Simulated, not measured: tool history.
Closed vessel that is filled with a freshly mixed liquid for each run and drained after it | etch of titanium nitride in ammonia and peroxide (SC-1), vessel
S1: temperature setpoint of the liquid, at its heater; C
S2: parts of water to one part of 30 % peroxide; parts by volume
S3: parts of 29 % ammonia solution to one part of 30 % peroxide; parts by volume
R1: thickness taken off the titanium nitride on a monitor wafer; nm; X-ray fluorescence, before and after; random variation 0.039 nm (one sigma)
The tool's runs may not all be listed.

run 1 hour=0 | S1=60 S2=7.5 S3=0.9 time_in_the_liquid_(s)=55 | R1=9.9622
run 2 hour=6.5 | S1=57.5 S2=7.5 S3=0.9 time_in_the_liquid_(s)=55 | R1=8.3588
run 3 hour=14.7 | S1=54.5 S2=7.5 S3=0.9 time_in_the_liquid_(s)=55 | R1=6.9292
run 4 hour=17.6 | S1=54.5 S2=5 S3=0.9 time_in_the_liquid_(s)=55 | R1=8.4666
run 5 hour=21 | S1=51.5 S2=5 S3=0.9 time_in_the_liquid_(s)=55 | R1=6.8725
run 6 hour=25.6 | S1=51.5 S2=5 S3=0.9 time_in_the_liquid_(s)=55 | R1=6.8384

Run 7 comes next. What will it give?
run 7 hour=33.5 | S1=49.5 S2=5 S3=0.9 time_in_the_liquid_(s)=55 | R1=?

{"run 7": {"R1": 5.9586}}
